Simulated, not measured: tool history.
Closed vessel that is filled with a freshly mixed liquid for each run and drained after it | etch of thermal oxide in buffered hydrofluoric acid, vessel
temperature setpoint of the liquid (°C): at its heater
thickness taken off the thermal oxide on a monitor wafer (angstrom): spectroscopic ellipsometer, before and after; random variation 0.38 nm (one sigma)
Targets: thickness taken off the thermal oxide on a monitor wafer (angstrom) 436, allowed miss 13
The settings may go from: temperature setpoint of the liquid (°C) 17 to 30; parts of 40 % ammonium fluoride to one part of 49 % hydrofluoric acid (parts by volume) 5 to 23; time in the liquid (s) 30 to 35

run    day  temperature setpoint of the liquid (°C)  parts of 40 % ammonium fluoride to one part of 49 % hydrofluoric acid (parts by volume)  time in the liquid (s)  thickness taken off the thermal oxide on a monitor wafer (angstrom)
  1      0                                       22                                                                                       14                      35                                                               293.76
  2    0.1                                       22                                                                                       14                      30                                                               253.13
  3  0.408                                       23                                                                                       14                      30                                                               269.64
  4  0.596                                       24                                                                                     13.5                      30                                                               296.14
  5  0.892                                       24                                                                                       16                      30                                                               249.04
  6   1.15                                       24                                                                                       16                      30                                                               248.66
  7  1.304                                       24                                                                                       16                      30                                                               249.75
  8  1.567                                       25                                                                                     15.5                      30                                                               268.81
  9  1.658                                     25.5                                                                                       15                      30                                                                288.8
 10  1.746                                       26                                                                                     14.5                      30                                                               298.68
 11  1.862                                       30                                                                                       11                      30                                                               493.09
 12  2.108                                     29.5                                                                                       11                      30                                                               475.19
 13  2.412                                     28.5                                                                                       11                      30                                                               462.62

Which of these 4 next moves meets every target?
  A  2.717                                       28                                                                                       10                      30                                                                    ?
  B  2.717                                     25.5                                                                                     11.5                      35                                                                    ?
  C  2.717                                     27.5                                                                                        9                      30                                                                    ?
  D  2.717                                     29.5                                                                                     11.5                      30                                                                    ?

move  thickness taken off the thermal oxide on a monitor wafer (angstrom)
   A                                                               475.52
   B                                                               431.85
   C                                                               507.59
   D                                                               458.14
A: further off than the last run
B: meets every target
C: further off than the last run
D: nearer than the last run, and not there yet
Move B is the one to make.

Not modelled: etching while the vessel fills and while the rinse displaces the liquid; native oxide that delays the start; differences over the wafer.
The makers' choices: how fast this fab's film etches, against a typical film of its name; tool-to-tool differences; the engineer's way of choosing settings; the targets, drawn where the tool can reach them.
